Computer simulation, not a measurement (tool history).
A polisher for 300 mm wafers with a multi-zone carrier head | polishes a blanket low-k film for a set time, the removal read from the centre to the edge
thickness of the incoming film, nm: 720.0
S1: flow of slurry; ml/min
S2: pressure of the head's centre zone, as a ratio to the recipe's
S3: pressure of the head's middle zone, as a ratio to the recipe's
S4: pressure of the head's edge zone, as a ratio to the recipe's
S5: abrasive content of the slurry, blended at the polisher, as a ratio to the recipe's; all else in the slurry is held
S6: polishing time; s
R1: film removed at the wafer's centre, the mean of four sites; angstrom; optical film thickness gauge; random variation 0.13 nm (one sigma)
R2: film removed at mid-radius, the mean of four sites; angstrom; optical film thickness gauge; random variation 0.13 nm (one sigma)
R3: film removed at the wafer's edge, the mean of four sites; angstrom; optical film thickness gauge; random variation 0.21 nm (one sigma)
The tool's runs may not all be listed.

run  hour   S1    S2    S3    S4    S5  S6      R1      R2      R3
  1     0  175     1     1     1     1  72  242.83   239.4  242.85
  2     3  170  0.99  0.98  0.99  0.95  72  235.26  232.38  236.81
  3   6.6  170  0.99  0.98  1.07  0.95  72  232.63  230.11  245.19
  4  10.8  170  0.99  0.98  1.07  0.95  81  264.57  257.39  275.02
  5  18.3  130  0.99  0.98  1.07  0.95  81  249.53  246.85  265.54
  6  27.3  130  0.99  0.98  1.07  0.95  91   273.1  272.51  298.19
  7  29.8  130  0.98  0.97  1.05   0.9  89  264.71  258.02   278.4
  8  32.3  110  0.88  0.89  1.05  0.65  73  164.86  168.81  199.81
  9    33  110  0.88  0.89  1.04  0.65  73  162.65  168.68  197.64

Run 10 comes next. What will it give?
 10  40.2  130  0.95  0.88  0.94  0.6  73   ?   ?   ?

R1: 182.08 angstrom
R2: 171.03 angstrom
R3: 189.24 angstrom
